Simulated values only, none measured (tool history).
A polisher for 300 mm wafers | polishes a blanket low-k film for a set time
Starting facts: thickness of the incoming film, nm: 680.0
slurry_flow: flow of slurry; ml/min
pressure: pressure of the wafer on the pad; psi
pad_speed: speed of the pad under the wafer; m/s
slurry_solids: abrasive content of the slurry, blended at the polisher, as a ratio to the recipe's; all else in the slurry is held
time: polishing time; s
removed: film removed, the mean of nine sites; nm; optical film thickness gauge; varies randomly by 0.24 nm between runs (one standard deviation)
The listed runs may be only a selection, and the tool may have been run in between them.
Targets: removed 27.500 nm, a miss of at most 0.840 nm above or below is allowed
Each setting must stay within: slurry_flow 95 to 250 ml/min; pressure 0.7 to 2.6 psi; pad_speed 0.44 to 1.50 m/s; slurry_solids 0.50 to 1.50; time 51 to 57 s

run  hour  slurry_flow  pressure  pad_speed  slurry_solids  time  removed
  1   0.0          160       1.6       0.96           1.00    57   19.676
  2   6.5          165       1.7       0.96           1.00    57   20.734
  3  11.1          165       2.1       0.96           1.00    57   24.913
  4  12.8          165       2.1       0.96           1.00    51   21.925
  5  21.4          170       2.2       0.96           1.00    51   23.336
  6  22.6          170       2.2       0.96           0.85    51   20.239
  7  29.2          170       2.2       0.96           0.85    51   20.366
  8  37.2          195       2.6       1.00           0.85    51   24.552
  9  46.2          195       2.6       1.02           0.85    51   25.591

Pick the move, out of 5, that brings all results within their allowed miss; only one does.
  A  55.2          185       2.5       1.02           0.75    57        ?
  B  55.2          205       2.6       0.90           0.95    55        ?
  C  55.2          165       2.3       1.16           0.90    52        ?
  D  55.2          200       2.5       1.06           0.75    55        ?
  E  55.2          225       2.4       1.40           0.65    54        ?

move  removed
   A   24.090
   B   27.115
   C   26.201
   D   24.246
   E   24.692
A: moves away from the targets compared with the last run
B: meets every target
C: closer than the last run, but not yet in spec
D: moves away from the targets compared with the last run
E: moves away from the targets compared with the last run
Move B is the one to make.
